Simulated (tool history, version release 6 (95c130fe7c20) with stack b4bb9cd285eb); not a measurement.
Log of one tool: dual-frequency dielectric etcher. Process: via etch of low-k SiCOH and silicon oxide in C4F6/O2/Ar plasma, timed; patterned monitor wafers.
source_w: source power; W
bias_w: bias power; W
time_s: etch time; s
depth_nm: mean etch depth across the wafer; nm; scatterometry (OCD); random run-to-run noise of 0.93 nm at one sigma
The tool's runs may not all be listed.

run,hour,source_w,bias_w,time_s,depth_nm
1,0.0,400,168,99.0,268.37
2,1.4,400,154,99.0,260.94
3,3.9,400,154,99.0,261.33
4,5.8,400,176,99.0,271.45
5,11.9,400,176,99.0,271.63
6,20.1,410,177,99.0,275.21

Run 7 has not been measured yet. What should we expect?
7,26.8,490,183,99.0,?

depth_nm: 296.30 nm
